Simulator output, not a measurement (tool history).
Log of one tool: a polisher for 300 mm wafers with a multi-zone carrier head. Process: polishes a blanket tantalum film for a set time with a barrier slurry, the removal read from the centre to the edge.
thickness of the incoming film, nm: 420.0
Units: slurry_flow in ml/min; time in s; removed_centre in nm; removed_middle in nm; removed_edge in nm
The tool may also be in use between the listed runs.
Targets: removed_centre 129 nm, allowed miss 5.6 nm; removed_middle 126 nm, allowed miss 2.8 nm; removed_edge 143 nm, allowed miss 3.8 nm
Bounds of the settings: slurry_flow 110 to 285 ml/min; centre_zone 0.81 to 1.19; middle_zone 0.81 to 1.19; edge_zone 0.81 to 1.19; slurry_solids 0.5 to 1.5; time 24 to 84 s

run    day  slurry_flow  centre_zone  middle_zone  edge_zone  slurry_solids  time  removed_centre  removed_middle  removed_edge
  1      0          180            1            1          1              1    54           88.09          90.416        89.528
  2  0.246          185            1         0.98       1.05           1.15    57          98.878          99.315        102.85
  3  0.579          185            1         0.98       1.09           1.15    57          99.848          99.265        104.73
  4  0.642          185            1         0.98       1.09           0.95    57          90.328          92.914        96.915
  5  0.838          225            1         0.98       1.09           0.95    57          91.568          94.925        98.711
  6  0.921          225            1         0.98       1.05           0.95    57           94.39          94.309         97.05
  7  1.179          225         0.99         0.97       1.09            1.1    59          100.76          103.08        108.85
  8   1.45          230            1         0.96       1.12            1.2    60          111.62          106.51        113.67
  9  1.471          215         0.98         0.95       1.13            1.3    62          111.56          111.42        123.47
 10   1.65          210         0.98         0.95       1.14           1.35    63          113.71          114.01        125.17
 11   1.85          260         0.97         0.91       1.19            1.5    66          127.24           121.4        141.22
 12  1.971          260         0.97         0.92       1.19            1.5    66          124.61          122.94        141.68
 13  2.104          260         0.98         0.92       1.19            1.5    66          125.41          122.89        142.35

4 next moves are on the table. One of them brings every result within its allowed miss. Which?
  A  2.238          230         0.89         0.94       1.19            1.5    69               ?               ?             ?
  B  2.238          255         1.04          0.9       1.12            1.5    72               ?               ?             ?
  C  2.238          265         0.98         0.93       1.19            1.5    67               ?               ?             ?
  D  2.238          210         0.98         0.86       1.15           1.45    70               ?               ?             ?

move  removed_centre  removed_middle  removed_edge
   A          117.33          128.11        145.11
   B          144.88          130.18        147.97
   C          127.54          124.99        142.42
   D          128.62          118.52        142.54
A: brings the result that was furthest off to its target, and leaves another outside
B: takes the result that was furthest off past its target
C: meets every target
D: further off than the last run
The right move is C.
